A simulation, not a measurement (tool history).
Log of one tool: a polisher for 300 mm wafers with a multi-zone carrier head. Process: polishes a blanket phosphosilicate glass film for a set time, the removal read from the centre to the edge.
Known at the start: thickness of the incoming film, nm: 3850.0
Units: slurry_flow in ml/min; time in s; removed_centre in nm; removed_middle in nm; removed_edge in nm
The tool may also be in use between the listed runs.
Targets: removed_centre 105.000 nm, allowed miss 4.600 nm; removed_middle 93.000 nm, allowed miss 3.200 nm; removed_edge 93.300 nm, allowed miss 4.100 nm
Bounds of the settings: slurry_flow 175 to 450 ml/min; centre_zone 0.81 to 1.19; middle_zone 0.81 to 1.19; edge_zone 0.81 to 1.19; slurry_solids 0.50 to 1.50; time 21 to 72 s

{"run": 1, "day": 0.0, "slurry_flow": 290, "centre_zone": 1.0, "middle_zone": 1.0, "edge_zone": 1.0, "slurry_solids": 1.0, "time": 46, "removed_centre": 212.36, "removed_middle": 224.67, "removed_edge": 217.01}
{"run": 2, "day": 0.329, "slurry_flow": 290, "centre_zone": 1.0, "middle_zone": 1.0, "edge_zone": 1.07, "slurry_solids": 1.0, "time": 46, "removed_centre": 220.65, "removed_middle": 223.46, "removed_edge": 220.85}
{"run": 3, "day": 0.633, "slurry_flow": 290, "centre_zone": 1.0, "middle_zone": 1.07, "edge_zone": 1.07, "slurry_solids": 1.0, "time": 46, "removed_centre": 217.9, "removed_middle": 240.49, "removed_edge": 226.69}
{"run": 4, "day": 0.742, "slurry_flow": 290, "centre_zone": 1.0, "middle_zone": 1.11, "edge_zone": 1.07, "slurry_solids": 1.0, "time": 46, "removed_centre": 219.0, "removed_middle": 246.46, "removed_edge": 217.49}
{"run": 5, "day": 0.8, "slurry_flow": 290, "centre_zone": 1.0, "middle_zone": 1.08, "edge_zone": 1.07, "slurry_solids": 1.0, "time": 46, "removed_centre": 217.66, "removed_middle": 243.43, "removed_edge": 219.23}
{"run": 6, "day": 0.85, "slurry_flow": 290, "centre_zone": 1.0, "middle_zone": 1.01, "edge_zone": 1.07, "slurry_solids": 1.0, "time": 46, "removed_centre": 217.74, "removed_middle": 223.08, "removed_edge": 217.73}
{"run": 7, "day": 1.033, "slurry_flow": 255, "centre_zone": 1.03, "middle_zone": 0.99, "edge_zone": 1.04, "slurry_solids": 0.85, "time": 39, "removed_centre": 171.33, "removed_middle": 175.36, "removed_edge": 172.87}
{"run": 8, "day": 1.058, "slurry_flow": 250, "centre_zone": 1.08, "middle_zone": 0.97, "edge_zone": 1.01, "slurry_solids": 0.75, "time": 34, "removed_centre": 150.67, "removed_middle": 144.82, "removed_edge": 144.8}
{"run": 9, "day": 1.175, "slurry_flow": 255, "centre_zone": 1.1, "middle_zone": 0.96, "edge_zone": 0.99, "slurry_solids": 0.7, "time": 30, "removed_centre": 134.79, "removed_middle": 124.66, "removed_edge": 122.74}
{"run": 10, "day": 1.358, "slurry_flow": 260, "centre_zone": 1.1, "middle_zone": 0.94, "edge_zone": 0.96, "slurry_solids": 0.65, "time": 29, "removed_centre": 126.88, "removed_middle": 113.55, "removed_edge": 115.84}
{"run": 11, "day": 1.562, "slurry_flow": 255, "centre_zone": 1.1, "middle_zone": 0.96, "edge_zone": 0.86, "slurry_solids": 0.5, "time": 24, "removed_centre": 100.32, "removed_middle": 87.317, "removed_edge": 80.632}
{"run": 12, "day": 1.629, "slurry_flow": 260, "centre_zone": 1.1, "middle_zone": 0.96, "edge_zone": 0.89, "slurry_solids": 0.5, "time": 24, "removed_centre": 95.925, "removed_middle": 88.566, "removed_edge": 82.477}
{"run": 13, "day": 1.792, "slurry_flow": 260, "centre_zone": 1.12, "middle_zone": 0.95, "edge_zone": 0.91, "slurry_solids": 0.5, "time": 24, "removed_centre": 99.479, "removed_middle": 89.174, "removed_edge": 82.515}
{"run": 14, "day": 1.854, "slurry_flow": 260, "centre_zone": 1.12, "middle_zone": 0.94, "edge_zone": 0.93, "slurry_solids": 0.5, "time": 24, "removed_centre": 99.659, "removed_middle": 87.581, "removed_edge": 85.93}
{"run": 15, "day": 2.2, "slurry_flow": 260, "centre_zone": 1.12, "middle_zone": 0.94, "edge_zone": 0.93, "slurry_solids": 0.5, "time": 24, "removed_centre": 101.09, "removed_middle": 88.036, "removed_edge": 85.952}
{"run": 16, "day": 2.521, "slurry_flow": 260, "centre_zone": 1.12, "middle_zone": 0.94, "edge_zone": 0.95, "slurry_solids": 0.5, "time": 24, "removed_centre": 96.202, "removed_middle": 87.521, "removed_edge": 88.053}
{"run": 17, "day": 2.842, "slurry_flow": 260, "centre_zone": 1.13, "middle_zone": 0.94, "edge_zone": 0.96, "slurry_solids": 0.5, "time": 24, "removed_centre": 100.89, "removed_middle": 86.707, "removed_edge": 87.216}
{"run": 18, "day": 2.892, "slurry_flow": 260, "centre_zone": 1.13, "middle_zone": 0.95, "edge_zone": 0.97, "slurry_solids": 0.5, "time": 24, "removed_centre": 99.592, "removed_middle": 87.898, "removed_edge": 87.202}

4 next moves are on the table. One of them brings every result within its allowed miss. Which?
{"run": "A", "day": 2.942, "slurry_flow": 270, "centre_zone": 1.06, "middle_zone": 0.85, "edge_zone": 1.04, "slurry_solids": 0.5, "time": 24, "removed_centre": "?", "removed_middle": "?", "removed_edge": "?"}
{"run": "B", "day": 2.942, "slurry_flow": 195, "centre_zone": 1.18, "middle_zone": 1.0, "edge_zone": 0.91, "slurry_solids": 0.6, "time": 22, "removed_centre": "?", "removed_middle": "?", "removed_edge": "?"}
{"run": "C", "day": 2.942, "slurry_flow": 280, "centre_zone": 1.13, "middle_zone": 0.96, "edge_zone": 0.99, "slurry_solids": 0.5, "time": 25, "removed_centre": "?", "removed_middle": "?", "removed_edge": "?"}
{"run": "D", "day": 2.942, "slurry_flow": 285, "centre_zone": 1.15, "middle_zone": 0.85, "edge_zone": 0.96, "slurry_solids": 0.55, "time": 24, "removed_centre": "?", "removed_middle": "?", "removed_edge": "?"}

move=A removed_centre=93.545 removed_middle=80.588 removed_edge=90.217
move=B removed_centre=96.320 removed_middle=85.606 removed_edge=79.309
move=C removed_centre=104.480 removed_middle=93.229 removed_edge=91.905
move=D removed_centre=105.360 removed_middle=83.530 removed_edge=89.867
A: further off than the last run
B: further off than the last run
C: meets every target
D: further off than the last run
Answer: C

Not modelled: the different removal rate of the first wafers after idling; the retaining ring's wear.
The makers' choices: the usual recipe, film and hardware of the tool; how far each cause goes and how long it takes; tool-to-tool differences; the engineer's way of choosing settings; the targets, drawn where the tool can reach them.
